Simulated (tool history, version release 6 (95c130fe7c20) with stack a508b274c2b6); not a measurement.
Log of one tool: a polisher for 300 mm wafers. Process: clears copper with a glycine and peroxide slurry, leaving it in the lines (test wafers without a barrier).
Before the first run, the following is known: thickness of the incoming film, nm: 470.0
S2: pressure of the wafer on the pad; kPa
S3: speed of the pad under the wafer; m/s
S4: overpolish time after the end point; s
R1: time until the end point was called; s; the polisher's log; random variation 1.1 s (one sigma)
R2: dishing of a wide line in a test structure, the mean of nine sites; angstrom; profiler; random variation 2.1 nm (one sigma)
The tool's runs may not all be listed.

Run 1, day 0: flow of slurry (ml/min) 230, S2 16.5 kPa, S3 1.16 m/s, S4 28 s. Result: R1 74.873 s, R2 876.95 angstrom.
Run 2, day 0.121: flow of slurry (ml/min) 230, S2 16.5 kPa, S3 1 m/s, S4 28 s. Result: R1 84.639 s, R2 833.86 angstrom.
Run 3, day 0.333: flow of slurry (ml/min) 230, S2 16.5 kPa, S3 1 m/s, S4 36 s. Result: R1 86.314 s, R2 952.14 angstrom.
Run 4, day 0.492: flow of slurry (ml/min) 230, S2 16.5 kPa, S3 0.9 m/s, S4 36 s. Result: R1 92.788 s, R2 909.41 angstrom.
Run 5, day 0.775: flow of slurry (ml/min) 230, S2 16.5 kPa, S3 0.9 m/s, S4 43 s. Result: R1 95.947 s, R2 1040 angstrom.
Run 6, day 1.15: flow of slurry (ml/min) 230, S2 16.5 kPa, S3 1.08 m/s, S4 43 s. Result: R1 82.306 s, R2 1089 angstrom.
Run 7, day 1.446: flow of slurry (ml/min) 230, S2 17.2 kPa, S3 1.1 m/s, S4 41 s. Result: R1 75.019 s, R2 1102.2 angstrom.
Run 8, day 1.625: flow of slurry (ml/min) 230, S2 17.9 kPa, S3 1.1 m/s, S4 40 s. Result: R1 74.622 s, R2 1092.9 angstrom.

The next listed run, before its measurement:
Run 9, day 1.658: flow of slurry (ml/min) 230, S2 18.6 kPa, S3 1.12 m/s, S4 39 s. Result: R1 ?, R2 ?.

R1: 70.329 s
R2: 1100.5 angstrom
